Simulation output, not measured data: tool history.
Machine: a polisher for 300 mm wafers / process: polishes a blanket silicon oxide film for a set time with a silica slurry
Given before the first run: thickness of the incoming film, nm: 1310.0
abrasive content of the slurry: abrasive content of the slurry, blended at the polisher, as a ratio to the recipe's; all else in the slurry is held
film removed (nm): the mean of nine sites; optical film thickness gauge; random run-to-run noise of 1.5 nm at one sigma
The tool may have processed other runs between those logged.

| run | hour | flow of slurry (ml/min) | pressure of the wafer on the pad (kPa) | speed of the pad under the wafer (m/s) | abrasive content of the slurry | polishing time (s) | film removed (nm) |
|---|---|---|---|---|---|---|---|
| 1 | 0.0 | 310 | 33.1 | 0.94 | 1.0 | 53 | 164.97 |
| 2 | 6.4 | 310 | 27.6 | 0.94 | 1.0 | 53 | 137.92 |
| 3 | 6.9 | 310 | 27.6 | 0.94 | 1.0 | 53 | 140.97 |
| 4 | 7.4 | 340 | 27.6 | 0.94 | 1.0 | 53 | 139.74 |
| 5 | 10.8 | 340 | 30.3 | 0.94 | 1.0 | 53 | 153.55 |
| 6 | 19.3 | 345 | 32.4 | 0.94 | 1.0 | 53 | 163.60 |
| 7 | 27.6 | 345 | 33.8 | 0.94 | 1.0 | 53 | 173.66 |
| 8 | 31.2 | 355 | 34.5 | 0.94 | 1.0 | 53 | 173.52 |

Run 9 comes next. What will it give?
| 9 | 34.1 | 355 | 35.2 | 0.94 | 1.0 | 53 | ? |

film removed (nm): 177.70

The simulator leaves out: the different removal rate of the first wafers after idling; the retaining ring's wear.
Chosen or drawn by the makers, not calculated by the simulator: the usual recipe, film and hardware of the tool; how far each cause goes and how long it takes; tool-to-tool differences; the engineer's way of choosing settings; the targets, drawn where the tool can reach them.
